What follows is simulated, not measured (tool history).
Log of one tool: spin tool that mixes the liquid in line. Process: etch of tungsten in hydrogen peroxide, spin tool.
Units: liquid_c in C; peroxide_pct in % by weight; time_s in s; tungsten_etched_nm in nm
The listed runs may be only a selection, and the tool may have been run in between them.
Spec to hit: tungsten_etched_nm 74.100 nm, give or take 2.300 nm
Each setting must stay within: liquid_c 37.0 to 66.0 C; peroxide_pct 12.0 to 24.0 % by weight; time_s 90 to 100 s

| run | hour | liquid_c | peroxide_pct | time_s | tungsten_etched_nm |
|---|---|---|---|---|---|
| 1 | 0.0 | 53.0 | 16.0 | 90 | 86.721 |
| 2 | 8.1 | 58.0 | 16.0 | 90 | 118.030 |
| 3 | 12.4 | 58.0 | 13.5 | 90 | 106.600 |
| 4 | 15.7 | 58.0 | 16.5 | 90 | 118.410 |
| 5 | 16.7 | 58.0 | 13.5 | 90 | 107.240 |
| 6 | 23.1 | 56.5 | 13.5 | 90 | 98.211 |
| 7 | 29.2 | 55.5 | 13.5 | 90 | 93.155 |
| 8 | 30.5 | 51.0 | 13.5 | 90 | 71.646 |

Consider the 5 candidate settings below. Which is the only one whose results all fall within their allowed miss of target?
| A | 31.8 | 50.0 | 15.0 | 95 | ? |
| B | 31.8 | 50.5 | 12.0 | 95 | ? |
| C | 31.8 | 51.0 | 15.0 | 95 | ? |
| D | 31.8 | 49.0 | 16.5 | 90 | ? |
| E | 31.8 | 51.0 | 12.0 | 90 | ? |

| move | tungsten_etched_nm |
|---|---|
| A | 73.900 |
| B | 68.146 |
| C | 78.543 |
| D | 69.061 |
| E | 66.553 |
A: hits every target within its allowed miss
B: its largest miss is bigger than the last run's
C: takes the result that was furthest off past its target
D: its largest miss is bigger than the last run's
E: its largest miss is bigger than the last run's
The right move is A.

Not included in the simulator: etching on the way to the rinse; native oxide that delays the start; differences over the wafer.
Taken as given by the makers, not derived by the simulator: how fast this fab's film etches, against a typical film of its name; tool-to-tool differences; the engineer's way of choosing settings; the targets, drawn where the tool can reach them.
